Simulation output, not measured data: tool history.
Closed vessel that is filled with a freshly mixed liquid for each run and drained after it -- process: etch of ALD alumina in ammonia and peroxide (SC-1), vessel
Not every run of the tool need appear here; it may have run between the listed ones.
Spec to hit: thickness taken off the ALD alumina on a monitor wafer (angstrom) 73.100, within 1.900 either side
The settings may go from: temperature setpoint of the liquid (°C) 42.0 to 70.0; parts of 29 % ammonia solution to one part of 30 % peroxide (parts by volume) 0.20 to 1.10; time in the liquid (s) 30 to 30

| run | hour | temperature setpoint of the liquid (°C) | parts of 29 % ammonia solution to one part of 30 % peroxide (parts by volume) | time in the liquid (s) | thickness taken off the ALD alumina on a monitor wafer (angstrom) |
|---|---|---|---|---|---|
| 1 | 0.0 | 58.0 | 0.60 | 30 | 42.408 |
| 2 | 7.4 | 58.0 | 0.60 | 30 | 42.759 |
| 3 | 14.1 | 59.0 | 0.60 | 30 | 44.719 |
| 4 | 19.6 | 59.0 | 0.70 | 30 | 45.213 |
| 5 | 21.8 | 60.0 | 0.70 | 30 | 47.550 |
| 6 | 27.9 | 60.0 | 0.55 | 30 | 46.339 |
|  | 34.5 | new drum of ammonia solution connected |
| 7 | 34.5 | 61.0 | 0.55 | 30 | 49.816 |
| 8 | 43.2 | 62.0 | 0.55 | 30 | 52.669 |
| 9 | 46.5 | 69.5 | 0.55 | 30 | 75.243 |

Consider the 4 candidate settings below. Which is the only one whose results all fall within their allowed miss of target?
| A | 49.8 | 69.0 | 0.45 | 30 | ? |
| B | 49.8 | 70.0 | 0.55 | 30 | ? |
| C | 49.8 | 67.5 | 0.55 | 30 | ? |
| D | 49.8 | 70.0 | 0.50 | 30 | ? |

| move | thickness taken off the ALD alumina on a monitor wafer (angstrom) |
|---|---|
| A | 72.069 |
| B | 77.068 |
| C | 68.284 |
| D | 76.380 |
A: in spec on every target
B: further off than the last run
C: pushes the last run's worst result past its target
D: further off than the last run
The move that meets every target is A.
